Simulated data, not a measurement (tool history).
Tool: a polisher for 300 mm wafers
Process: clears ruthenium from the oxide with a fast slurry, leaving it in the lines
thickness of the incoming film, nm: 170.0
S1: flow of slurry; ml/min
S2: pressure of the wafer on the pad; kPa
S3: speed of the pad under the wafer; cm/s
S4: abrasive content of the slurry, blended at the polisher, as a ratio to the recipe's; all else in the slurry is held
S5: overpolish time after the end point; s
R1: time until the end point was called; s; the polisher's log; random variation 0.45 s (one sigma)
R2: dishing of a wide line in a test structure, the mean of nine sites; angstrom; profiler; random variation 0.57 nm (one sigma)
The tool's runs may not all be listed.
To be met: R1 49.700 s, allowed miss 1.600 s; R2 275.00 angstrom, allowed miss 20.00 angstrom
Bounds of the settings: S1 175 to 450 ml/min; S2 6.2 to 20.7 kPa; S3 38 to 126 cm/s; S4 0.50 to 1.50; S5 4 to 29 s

run  hour   S1    S2  S3    S4  S5      R1      R2
  1   0.0  290  13.1  82  1.00  15  64.566  326.08
  2   2.1  290  14.5  82  1.00  13  58.964  296.73
  3   6.1  290  14.5  68  1.00  13  70.408  252.08
  4  10.8  290  15.9  68  1.00  13  64.364  268.17
  5  15.7  335  15.9  68  1.00  13  63.427  288.06
  6  23.1  335  15.9  78  1.00  13  56.827  315.69
  7  30.0  330  16.5  78  1.00  12  54.362  314.48
  8  37.2  325  17.2  78  1.00  11  52.971  280.41
  9  41.9  330  17.9  78  1.00  11  50.309  298.11
 10  49.9  330  17.9  78  1.00  11  50.356  296.78
 11  55.9  325  17.9  78  1.00  11  50.869  299.22

5 next moves are on the table. One of them brings every result within its allowed miss. Which?
  A  61.9  285  17.9  90  0.90   8   ?   ?
  B  61.9  315  18.6  78  0.95  10   ?   ?
  C  61.9  340  13.8  98  1.05  13   ?   ?
  D  61.9  315  19.3  76  0.95   8   ?   ?
  E  61.9  320  17.9  76  0.95  12   ?   ?

move      R1      R2
   A  45.468  245.42
   B  49.198  280.45
   C  49.453  354.23
   D  48.823  229.66
   E  52.125  314.26
A: takes the result that was furthest off past its target
B: meets every target
C: further off than the last run
D: takes the result that was furthest off past its target
E: further off than the last run
Move B is the one to make.
